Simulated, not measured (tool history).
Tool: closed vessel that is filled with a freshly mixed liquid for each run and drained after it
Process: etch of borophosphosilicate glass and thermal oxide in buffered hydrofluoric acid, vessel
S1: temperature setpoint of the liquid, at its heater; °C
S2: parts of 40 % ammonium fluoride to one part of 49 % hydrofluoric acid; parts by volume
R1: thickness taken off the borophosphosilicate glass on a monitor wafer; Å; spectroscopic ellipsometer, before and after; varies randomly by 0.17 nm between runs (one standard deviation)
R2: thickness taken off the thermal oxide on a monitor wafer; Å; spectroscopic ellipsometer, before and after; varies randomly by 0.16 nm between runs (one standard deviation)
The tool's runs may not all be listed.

Run 1, hour 0.0: S1 24.0 °C, S2 13.0 parts by volume, time in the liquid (s) 60. Result: R1 652.71 Å, R2 553.79 Å.
Run 2, hour 7.3: S1 22.0 °C, S2 14.0 parts by volume, time in the liquid (s) 60. Result: R1 546.89 Å, R2 463.43 Å.
Run 3, hour 9.7: S1 22.0 °C, S2 14.0 parts by volume, time in the liquid (s) 70. Result: R1 638.12 Å, R2 537.08 Å.
Run 4, hour 18.4: S1 22.0 °C, S2 15.5 parts by volume, time in the liquid (s) 70. Result: R1 575.21 Å, R2 483.55 Å.
Run 5, hour 26.6: S1 22.0 °C, S2 15.5 parts by volume, time in the liquid (s) 90. Result: R1 735.36 Å, R2 632.63 Å.
Run 6, hour 29.7: S1 22.0 °C, S2 12.5 parts by volume, time in the liquid (s) 90. Result: R1 915.84 Å, R2 770.93 Å.
Run 7, hour 32.7: S1 20.5 °C, S2 15.0 parts by volume, time in the liquid (s) 90. Result: R1 700.59 Å, R2 594.74 Å.
Run 8, hour 38.9: S1 19.5 °C, S2 16.5 parts by volume, time in the liquid (s) 90. Result: R1 604.97 Å, R2 513.47 Å.
Run 9, hour 43.6: S1 19.0 °C, S2 18.0 parts by volume, time in the liquid (s) 90. Result: R1 539.56 Å, R2 453.32 Å.
Run 10, hour 52.0: S1 18.5 °C, S2 19.0 parts by volume, time in the liquid (s) 90. Result: R1 494.48 Å, R2 419.53 Å.
Run 11, hour 57.9: S1 18.0 °C, S2 19.5 parts by volume, time in the liquid (s) 90. Result: R1 471.97 Å, R2 397.38 Å.

Forecast run 12:
Run 12, hour 66.0: S1 17.5 °C, S2 20.0 parts by volume, time in the liquid (s) 85. Result: R1 ?, R2 ?.

R1: 420.05 Å
R2: 357.95 Å
